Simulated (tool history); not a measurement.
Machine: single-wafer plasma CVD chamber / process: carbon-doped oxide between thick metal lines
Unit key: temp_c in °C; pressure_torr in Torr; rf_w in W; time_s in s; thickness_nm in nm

{"run": 1, "hour": 0.0, "temp_c": 360, "pressure_torr": 4.0, "rf_w": 675, "time_s": 125, "thickness_nm": 698.16}
{"run": 2, "hour": 7.8, "temp_c": 354, "pressure_torr": 4.0, "rf_w": 675, "time_s": 125, "thickness_nm": 706.52}
{"run": 3, "hour": 15.6, "temp_c": 354, "pressure_torr": 4.0, "rf_w": 675, "time_s": 125, "thickness_nm": 706.39}
{"run": 4, "hour": 21.4, "temp_c": 354, "pressure_torr": 4.0, "rf_w": 760, "time_s": 125, "thickness_nm": 746.99}
{"run": 5, "hour": 25.6, "temp_c": 354, "pressure_torr": 3.42, "rf_w": 760, "time_s": 125, "thickness_nm": 737.1}
{"run": 6, "hour": 30.6, "temp_c": 364, "pressure_torr": 3.42, "rf_w": 760, "time_s": 125, "thickness_nm": 721.68}
{"run": 7, "hour": 32.5, "temp_c": 364, "pressure_torr": 3.36, "rf_w": 730, "time_s": 124, "thickness_nm": 697.0}
{"run": 8, "hour": 39.2, "temp_c": 364, "pressure_torr": 3.27, "rf_w": 705, "time_s": 123, "thickness_nm": 681.77}
{"run": 9, "hour": 43.5, "temp_c": 364, "pressure_torr": 3.22, "rf_w": 685, "time_s": 122, "thickness_nm": 669.32}
{"run": 10, "hour": 49.4, "temp_c": 364, "pressure_torr": 3.18, "rf_w": 665, "time_s": 121, "thickness_nm": 656.21}
{"run": 11, "hour": 56.4, "temp_c": 364, "pressure_torr": 3.15, "rf_w": 650, "time_s": 121, "thickness_nm": 644.48}
{"run": 12, "hour": 57.1, "temp_c": 364, "pressure_torr": 3.1, "rf_w": 640, "time_s": 121, "thickness_nm": 638.59}
{"run": 13, "hour": 65.0, "temp_c": 364, "pressure_torr": 3.06, "rf_w": 635, "time_s": 121, "thickness_nm": 639.75}
{"run": 14, "hour": 71.1, "temp_c": 364, "pressure_torr": 3.06, "rf_w": 635, "time_s": 121, "thickness_nm": 636.82}

For run 15, what comes out?
{"run": 15, "hour": 78.3, "temp_c": 364, "pressure_torr": 3.02, "rf_w": 630, "time_s": 121, "thickness_nm": "?"}

Run 15 produced thickness_nm 632.38 nm.
